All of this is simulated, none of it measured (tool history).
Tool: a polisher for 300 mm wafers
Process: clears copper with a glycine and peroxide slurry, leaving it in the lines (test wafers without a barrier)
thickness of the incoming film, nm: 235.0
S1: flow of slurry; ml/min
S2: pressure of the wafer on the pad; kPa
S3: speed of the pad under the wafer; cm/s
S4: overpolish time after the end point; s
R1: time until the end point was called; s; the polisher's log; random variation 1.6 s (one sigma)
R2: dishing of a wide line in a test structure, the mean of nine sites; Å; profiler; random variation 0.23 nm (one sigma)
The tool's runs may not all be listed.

{"run": 1, "hour": 0.0, "S1": 220, "S2": 12.4, "S3": 80, "S4": 19, "R1": 80.736, "R2": 328.88}
{"run": 2, "hour": 4.4, "S1": 220, "S2": 12.4, "S3": 80, "S4": 12, "R1": 80.708, "R2": 226.65}
{"run": 3, "hour": 9.6, "S1": 215, "S2": 11.0, "S3": 80, "S4": 10, "R1": 89.928, "R2": 175.32}
{"run": 4, "hour": 13.4, "S1": 215, "S2": 10.3, "S3": 80, "S4": 9, "R1": 93.189, "R2": 157.19}
{"run": 5, "hour": 20.4, "S1": 215, "S2": 10.3, "S3": 80, "S4": 14, "R1": 93.166, "R2": 227.97}
{"run": 6, "hour": 28.7, "S1": 215, "S2": 10.3, "S3": 64, "S4": 14, "R1": 106.84, "R2": 207.34}
{"run": 7, "hour": 36.3, "S1": 215, "S2": 10.3, "S3": 68, "S4": 12, "R1": 104.57, "R2": 185.39}
{"run": 8, "hour": 41.3, "S1": 215, "S2": 10.3, "S3": 70, "S4": 10, "R1": 103.05, "R2": 155.72}
{"run": 9, "hour": 44.4, "S1": 215, "S2": 10.3, "S3": 70, "S4": 9, "R1": 104.66, "R2": 141.4}

Run 10 comes next. What will it give?
{"run": 10, "hour": 49.9, "S1": 215, "S2": 11.7, "S3": 72, "S4": 7, "R1": "?", "R2": "?"}

R1: 91.057 s
R2: 124.49 Å
